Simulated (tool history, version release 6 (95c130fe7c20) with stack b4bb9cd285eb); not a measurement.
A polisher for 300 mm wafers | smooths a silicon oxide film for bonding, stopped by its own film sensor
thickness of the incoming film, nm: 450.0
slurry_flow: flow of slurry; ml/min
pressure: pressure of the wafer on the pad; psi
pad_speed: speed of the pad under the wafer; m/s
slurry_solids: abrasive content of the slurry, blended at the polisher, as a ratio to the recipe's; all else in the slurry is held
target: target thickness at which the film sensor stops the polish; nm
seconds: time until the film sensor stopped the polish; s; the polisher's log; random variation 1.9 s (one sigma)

{"run": 1, "hour": 0.0, "slurry_flow": 250, "pressure": 1.4, "pad_speed": 1.14, "slurry_solids": 1, "target": 355, "seconds": 164.71}
{"run": 2, "hour": 7.4, "slurry_flow": 250, "pressure": 1.5, "pad_speed": 1.14, "slurry_solids": 1, "target": 355, "seconds": 150.47}
{"run": 3, "hour": 9.6, "slurry_flow": 250, "pressure": 1.5, "pad_speed": 0.9, "slurry_solids": 1, "target": 355, "seconds": 174.89}
{"run": 4, "hour": 11.3, "slurry_flow": 250, "pressure": 1.2, "pad_speed": 0.9, "slurry_solids": 1, "target": 355, "seconds": 212.52}
{"run": 5, "hour": 18.3, "slurry_flow": 250, "pressure": 1.4, "pad_speed": 0.92, "slurry_solids": 1, "target": 355, "seconds": 183.66}
{"run": 6, "hour": 26.4, "slurry_flow": 305, "pressure": 1.4, "pad_speed": 0.92, "slurry_solids": 1, "target": 355, "seconds": 184.76}
{"run": 7, "hour": 34.3, "slurry_flow": 305, "pressure": 1.5, "pad_speed": 0.94, "slurry_solids": 1, "target": 355, "seconds": 171.37}
{"run": 8, "hour": 40.7, "slurry_flow": 305, "pressure": 1.6, "pad_speed": 0.96, "slurry_solids": 1, "target": 355, "seconds": 157.42}

The next listed run, before its measurement:
{"run": 9, "hour": 45.7, "slurry_flow": 305, "pressure": 1.7, "pad_speed": 0.96, "slurry_solids": 1, "target": 355, "seconds": "?"}

{"run 9": {"seconds": 151.62}}

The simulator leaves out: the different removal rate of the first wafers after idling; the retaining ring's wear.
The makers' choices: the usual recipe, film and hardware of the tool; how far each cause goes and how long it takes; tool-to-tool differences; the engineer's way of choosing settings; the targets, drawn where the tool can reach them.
